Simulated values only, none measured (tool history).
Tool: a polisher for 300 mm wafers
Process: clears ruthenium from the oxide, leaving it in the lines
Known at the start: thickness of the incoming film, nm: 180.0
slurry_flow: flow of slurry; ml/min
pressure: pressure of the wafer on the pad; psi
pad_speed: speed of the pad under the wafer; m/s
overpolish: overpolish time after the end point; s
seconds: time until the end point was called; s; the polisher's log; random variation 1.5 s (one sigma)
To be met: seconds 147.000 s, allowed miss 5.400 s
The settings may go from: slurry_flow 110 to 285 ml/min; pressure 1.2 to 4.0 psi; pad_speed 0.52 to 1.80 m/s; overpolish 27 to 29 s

{"run": 1, "hour": 0.0, "slurry_flow": 180, "pressure": 2.6, "pad_speed": 1.16, "overpolish": 27, "seconds": 96.344}
{"run": 2, "hour": 1.3, "slurry_flow": 180, "pressure": 2.4, "pad_speed": 1.16, "overpolish": 27, "seconds": 106.29}
{"run": 3, "hour": 4.6, "slurry_flow": 215, "pressure": 2.4, "pad_speed": 1.16, "overpolish": 27, "seconds": 103.17}
{"run": 4, "hour": 9.8, "slurry_flow": 215, "pressure": 2.4, "pad_speed": 1.04, "overpolish": 27, "seconds": 115.36}
{"run": 5, "hour": 14.6, "slurry_flow": 260, "pressure": 2.4, "pad_speed": 1.04, "overpolish": 27, "seconds": 112.27}
{"run": 6, "hour": 20.9, "slurry_flow": 260, "pressure": 2.4, "pad_speed": 1.26, "overpolish": 27, "seconds": 93.592}
{"run": 7, "hour": 22.9, "slurry_flow": 260, "pressure": 2.1, "pad_speed": 1.26, "overpolish": 27, "seconds": 106.61}
{"run": 8, "hour": 29.2, "slurry_flow": 260, "pressure": 1.9, "pad_speed": 1.26, "overpolish": 27, "seconds": 116.54}
{"run": 9, "hour": 37.6, "slurry_flow": 260, "pressure": 1.8, "pad_speed": 1.26, "overpolish": 27, "seconds": 120.25}
{"run": 10, "hour": 40.6, "slurry_flow": 260, "pressure": 1.7, "pad_speed": 1.26, "overpolish": 27, "seconds": 127.06}
{"run": 11, "hour": 48.7, "slurry_flow": 260, "pressure": 1.6, "pad_speed": 1.26, "overpolish": 27, "seconds": 135.94}
{"run": 12, "hour": 53.2, "slurry_flow": 260, "pressure": 1.6, "pad_speed": 1.26, "overpolish": 27, "seconds": 135.78}

4 next moves are on the table. One of them brings every result within its allowed miss. Which?
{"run": "A", "hour": 57.7, "slurry_flow": 270, "pressure": 1.8, "pad_speed": 1.14, "overpolish": 27, "seconds": "?"}
{"run": "B", "hour": 57.7, "slurry_flow": 245, "pressure": 1.9, "pad_speed": 1.18, "overpolish": 27, "seconds": "?"}
{"run": "C", "hour": 57.7, "slurry_flow": 250, "pressure": 1.4, "pad_speed": 1.34, "overpolish": 29, "seconds": "?"}
{"run": "D", "hour": 57.7, "slurry_flow": 265, "pressure": 1.5, "pad_speed": 1.1, "overpolish": 29, "seconds": "?"}

move=A seconds=137.420
move=B seconds=127.520
move=C seconds=150.400
move=D seconds=169.590
A: nearer than the last run, and not there yet
B: further off than the last run
C: meets every target
D: takes the result that was furthest off past its target
Answer: C

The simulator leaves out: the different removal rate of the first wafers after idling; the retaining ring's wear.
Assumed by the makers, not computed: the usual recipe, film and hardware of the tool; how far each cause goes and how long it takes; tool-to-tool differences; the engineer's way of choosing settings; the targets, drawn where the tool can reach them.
